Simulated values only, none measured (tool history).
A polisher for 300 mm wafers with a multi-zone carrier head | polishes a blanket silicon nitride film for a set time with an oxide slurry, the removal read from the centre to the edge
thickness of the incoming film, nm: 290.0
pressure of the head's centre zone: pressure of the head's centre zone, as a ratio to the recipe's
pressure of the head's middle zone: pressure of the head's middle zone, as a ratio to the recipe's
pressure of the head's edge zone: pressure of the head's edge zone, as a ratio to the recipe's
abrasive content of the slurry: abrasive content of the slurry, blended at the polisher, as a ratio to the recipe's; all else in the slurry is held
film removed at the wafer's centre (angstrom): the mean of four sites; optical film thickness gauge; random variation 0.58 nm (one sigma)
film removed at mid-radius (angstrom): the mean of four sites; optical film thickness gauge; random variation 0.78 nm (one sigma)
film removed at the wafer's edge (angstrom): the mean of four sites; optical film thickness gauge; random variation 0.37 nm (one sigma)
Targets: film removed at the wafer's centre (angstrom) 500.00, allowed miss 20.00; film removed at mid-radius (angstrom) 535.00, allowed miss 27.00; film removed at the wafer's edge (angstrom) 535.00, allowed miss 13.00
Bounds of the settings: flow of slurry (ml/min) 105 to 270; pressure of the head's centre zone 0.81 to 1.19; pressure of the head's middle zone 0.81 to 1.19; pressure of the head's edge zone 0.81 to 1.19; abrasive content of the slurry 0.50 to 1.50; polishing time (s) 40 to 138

run	hour	flow of slurry (ml/min)	pressure of the head's centre zone	pressure of the head's middle zone	pressure of the head's edge zone	abrasive content of the slurry	polishing time (s)	film removed at the wafer's centre (angstrom)	film removed at mid-radius (angstrom)	film removed at the wafer's edge (angstrom)
1	0.0	175	1.00	1.00	1.00	1.00	88	738.03	739.51	778.23
2	5.8	170	0.98	1.00	0.96	0.85	87	660.28	686.45	712.04
3	11.1	165	0.98	1.00	0.93	0.75	85	611.50	650.17	644.98
4	18.0	155	0.97	0.98	0.91	0.70	85	600.22	613.94	609.09
5	22.8	155	0.97	0.92	0.91	0.70	85	588.79	582.22	616.86
6	29.5	155	0.97	0.92	0.91	0.70	99	683.38	675.49	713.84
7	35.7	145	0.95	0.92	0.89	0.65	96	621.82	636.84	669.26
8	44.0	140	0.94	0.92	0.87	0.60	93	571.99	596.97	613.88
9	44.7	135	0.94	0.92	0.86	0.55	92	553.30	543.68	573.32
10	50.6	130	0.92	0.93	0.85	0.55	92	518.38	549.57	570.86
11	54.2	125	0.92	0.94	0.84	0.55	92	516.63	541.88	565.49
12	62.3	125	0.92	0.94	0.84	0.55	92	514.50	544.35	564.17

Which of these 5 next moves meets every target?
A	70.4	120	0.94	0.97	0.84	0.50	92	?	?	?
B	70.4	125	1.00	0.93	0.83	0.55	90	?	?	?
C	70.4	160	0.98	0.97	0.81	0.50	88	?	?	?
D	70.4	135	0.99	0.97	0.83	0.60	84	?	?	?
E	70.4	105	0.90	0.88	0.88	0.55	96	?	?	?

move	film removed at the wafer's centre (angstrom)	film removed at mid-radius (angstrom)	film removed at the wafer's edge (angstrom)
A	517.64	541.55	537.06
B	566.54	536.92	547.75
C	549.30	546.90	525.65
D	552.73	546.88	535.87
E	519.86	526.67	584.32
A: meets every target
B: brings the result that was furthest off to its target, and leaves another outside
C: brings the result that was furthest off to its target, and leaves another outside
D: brings the result that was furthest off to its target, and leaves another outside
E: further off than the last run
Answer: A
